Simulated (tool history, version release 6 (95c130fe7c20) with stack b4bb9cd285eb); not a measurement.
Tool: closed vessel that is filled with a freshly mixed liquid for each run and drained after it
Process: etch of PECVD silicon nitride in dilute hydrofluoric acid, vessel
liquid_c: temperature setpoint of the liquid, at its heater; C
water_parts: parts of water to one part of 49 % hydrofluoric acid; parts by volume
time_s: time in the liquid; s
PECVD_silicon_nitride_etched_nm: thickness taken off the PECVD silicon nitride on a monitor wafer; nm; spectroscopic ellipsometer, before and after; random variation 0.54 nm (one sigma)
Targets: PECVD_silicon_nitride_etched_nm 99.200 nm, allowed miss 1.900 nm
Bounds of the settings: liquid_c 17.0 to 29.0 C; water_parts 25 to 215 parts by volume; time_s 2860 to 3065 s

| run | day | liquid_c | water_parts | time_s | PECVD_silicon_nitride_etched_nm |
|---|---|---|---|---|---|
| 1 | 0.000 | 21.0 | 120 | 2860 | 38.828 |
| 2 | 0.254 | 21.0 | 120 | 2860 | 38.696 |
| 3 | 0.525 | 23.5 | 105 | 2860 | 51.674 |
| 4 | 0.638 | 25.5 | 105 | 2860 | 58.973 |
| 5 | 0.721 | 26.5 | 95 | 2860 | 69.645 |
| 6 | 0.996 | 26.5 | 95 | 2860 | 69.735 |
| 7 | 1.233 | 27.5 | 90 | 2860 | 79.024 |
| 8 | 1.512 | 28.0 | 85 | 2860 | 85.504 |
| 9 | 1.912 | 28.5 | 80 | 2860 | 94.755 |
| 10 | 2.196 | 28.5 | 80 | 2860 | 94.103 |
| 11 | 2.575 | 29.0 | 80 | 2860 | 96.922 |

Which of these 4 next moves meets every target?
| A | 2.954 | 29.0 | 90 | 3065 | ? |
| B | 2.954 | 28.0 | 75 | 2930 | ? |
| C | 2.954 | 29.0 | 75 | 2860 | ? |
| D | 2.954 | 29.0 | 75 | 2905 | ? |

| move | PECVD_silicon_nitride_etched_nm |
|---|---|
| A | 92.277 |
| B | 99.343 |
| C | 103.360 |
| D | 104.980 |
A: further off than the last run
B: meets every target
C: takes the result that was furthest off past its target
D: takes the result that was furthest off past its target
The right move is B.
